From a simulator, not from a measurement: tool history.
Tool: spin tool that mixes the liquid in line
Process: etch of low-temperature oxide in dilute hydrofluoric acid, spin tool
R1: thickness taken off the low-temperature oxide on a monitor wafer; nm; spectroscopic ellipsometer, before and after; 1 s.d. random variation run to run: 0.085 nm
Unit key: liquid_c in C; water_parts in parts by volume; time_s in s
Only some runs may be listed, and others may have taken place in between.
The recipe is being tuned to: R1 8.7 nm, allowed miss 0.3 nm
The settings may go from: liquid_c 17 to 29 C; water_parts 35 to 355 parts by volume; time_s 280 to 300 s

run 1 hour=0 | liquid_c=21 water_parts=195 time_s=280 | R1=13.31
run 2 hour=5.1 | liquid_c=21 water_parts=195 time_s=280 | R1=13.403
run 3 hour=11.2 | liquid_c=21 water_parts=245 time_s=280 | R1=10.151
run 4 hour=15.5 | liquid_c=20 water_parts=245 time_s=280 | R1=9.7052
run 5 hour=19.1 | liquid_c=20 water_parts=245 time_s=280 | R1=9.7327
run 6 hour=26.8 | liquid_c=20 water_parts=190 time_s=280 | R1=13.218
run 7 hour=27.6 | liquid_c=19 water_parts=205 time_s=280 | R1=11.701
run 8 hour=36.5 | liquid_c=18.5 water_parts=215 time_s=280 | R1=10.575
run 9 hour=41.3 | liquid_c=18 water_parts=220 time_s=280 | R1=10.156
run 10 hour=48.3 | liquid_c=17.5 water_parts=225 time_s=280 | R1=9.7929

Consider the 4 candidate settings below. Which is the only one whose results all fall within their allowed miss of target?
run A hour=55.3 | liquid_c=17 water_parts=265 time_s=280 | R1=?
run B hour=55.3 | liquid_c=17 water_parts=215 time_s=295 | R1=?
run C hour=55.3 | liquid_c=17.5 water_parts=205 time_s=300 | R1=?
run D hour=55.3 | liquid_c=17 water_parts=250 time_s=285 | R1=?

move=A R1=7.9878
move=B R1=10.84
move=C R1=11.9
move=D R1=8.731
A: pushes the last run's worst result past its target
B: further off than the last run
C: further off than the last run
D: meets every target
Go with D: it meets all targets.

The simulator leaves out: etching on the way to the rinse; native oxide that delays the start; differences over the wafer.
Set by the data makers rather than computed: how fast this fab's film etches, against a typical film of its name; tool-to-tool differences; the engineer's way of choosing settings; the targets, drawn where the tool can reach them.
